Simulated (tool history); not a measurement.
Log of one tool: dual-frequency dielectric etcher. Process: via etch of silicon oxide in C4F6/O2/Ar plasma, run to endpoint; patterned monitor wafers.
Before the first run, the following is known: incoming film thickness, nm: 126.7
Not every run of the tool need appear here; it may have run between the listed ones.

run	hour	bias power (kW)	source power (kW)	Ar flow (sccm)	endpoint time (s)
1	0.0	0.514	0.320	291	28.308
2	8.6	0.483	0.310	292	29.443
3	17.4	0.483	0.310	332	29.544
4	23.1	0.483	0.360	332	28.072
5	27.4	0.455	0.350	334	28.801
6	35.1	0.432	0.340	336	29.606
7	40.8	0.413	0.330	337	30.231
8	47.4	0.397	0.320	338	30.999
9	52.3	0.384	0.320	339	31.517
10	57.1	0.373	0.320	339	31.507
11	58.0	0.363	0.320	340	32.050
12	60.8	0.363	0.320	340	31.788
13	65.3	0.355	0.320	340	31.935
14	74.1	0.348	0.320	341	31.733
15	74.9	0.342	0.320	342	32.139

Run 16 has not been measured yet. What should we expect?
16	80.2	0.337	0.320	343	?

endpoint time (s): 32.322

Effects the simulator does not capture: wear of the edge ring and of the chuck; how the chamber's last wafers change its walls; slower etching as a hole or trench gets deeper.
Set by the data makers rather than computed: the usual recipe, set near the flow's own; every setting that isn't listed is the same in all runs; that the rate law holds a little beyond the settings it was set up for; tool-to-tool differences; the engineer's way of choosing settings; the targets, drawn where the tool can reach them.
